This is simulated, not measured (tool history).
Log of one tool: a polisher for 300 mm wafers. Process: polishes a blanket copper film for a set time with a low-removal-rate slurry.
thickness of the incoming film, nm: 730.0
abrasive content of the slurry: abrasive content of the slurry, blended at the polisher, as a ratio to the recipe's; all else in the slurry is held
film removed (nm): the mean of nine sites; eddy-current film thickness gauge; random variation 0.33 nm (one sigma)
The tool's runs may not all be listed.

| run | day | flow of slurry (ml/min) | pressure of the wafer on the pad (psi) | speed of the pad under the wafer (m/s) | abrasive content of the slurry | polishing time (s) | film removed (nm) |
|---|---|---|---|---|---|---|---|
| 1 | 0 | 285 | 2.2 | 1.2 | 1 | 18 | 40.802 |
| 2 | 0.121 | 285 | 2 | 1.2 | 1 | 18 | 37.183 |
| 3 | 0.246 | 285 | 2 | 1.2 | 1.2 | 18 | 39.134 |
| 4 | 0.45 | 285 | 2.2 | 1.2 | 1.2 | 18 | 41.496 |
| 5 | 0.808 | 285 | 2.2 | 1.2 | 1.2 | 16 | 37.377 |
|  | 1.167 | slurry nozzle cleaned |
| 6 | 1.167 | 255 | 2.2 | 1.2 | 1.2 | 16 | 37.97 |
| 7 | 1.362 | 255 | 2 | 1.18 | 1.2 | 16 | 34.955 |
| 8 | 1.571 | 255 | 1.8 | 1.18 | 1.2 | 16 | 31.201 |
| 9 | 1.696 | 255 | 1.8 | 1.18 | 1.2 | 16 | 31.268 |

Forecast run 10:
| 10 | 2.071 | 255 | 1.7 | 1.18 | 1.2 | 16 | ? |

Run 10 gave film removed (nm) 29.95.
